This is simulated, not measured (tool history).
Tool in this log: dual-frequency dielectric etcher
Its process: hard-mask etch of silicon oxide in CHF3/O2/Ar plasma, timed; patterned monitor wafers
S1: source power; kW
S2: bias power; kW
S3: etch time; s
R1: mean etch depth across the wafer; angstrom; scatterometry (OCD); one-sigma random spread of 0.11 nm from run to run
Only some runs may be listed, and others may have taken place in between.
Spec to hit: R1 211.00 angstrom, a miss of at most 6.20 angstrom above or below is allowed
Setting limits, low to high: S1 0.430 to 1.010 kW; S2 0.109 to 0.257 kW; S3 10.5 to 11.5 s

run,day,S1,S2,S3,R1
1,0.000,0.720,0.183,11.5,269.94
2,0.183,0.700,0.177,11.5,261.61
3,0.325,0.770,0.177,11.5,271.81
4,0.683,0.740,0.171,11.5,266.33
5,0.767,0.740,0.145,11.5,251.37
6,0.883,0.710,0.142,11.5,246.12
7,1.221,0.690,0.139,11.5,240.67
8,1.254,0.670,0.137,11.5,233.91

Which single option among these 4 for the next run brings every result within its allowed miss of target? Just one does.
A,1.288,0.630,0.133,10.5,?
B,1.288,0.640,0.144,11.0,?
C,1.288,0.620,0.166,10.5,?
D,1.288,0.760,0.131,11.0,?

move,R1
A,210.70
B,228.77
C,227.85
D,235.38
A: every result lands within tolerance
B: gains on the last run, yet a result remains outside its allowed miss
C: gains on the last run, yet a result remains outside its allowed miss
D: lands further from the targets than the last run did
A is the move that brings every result within its allowed miss.

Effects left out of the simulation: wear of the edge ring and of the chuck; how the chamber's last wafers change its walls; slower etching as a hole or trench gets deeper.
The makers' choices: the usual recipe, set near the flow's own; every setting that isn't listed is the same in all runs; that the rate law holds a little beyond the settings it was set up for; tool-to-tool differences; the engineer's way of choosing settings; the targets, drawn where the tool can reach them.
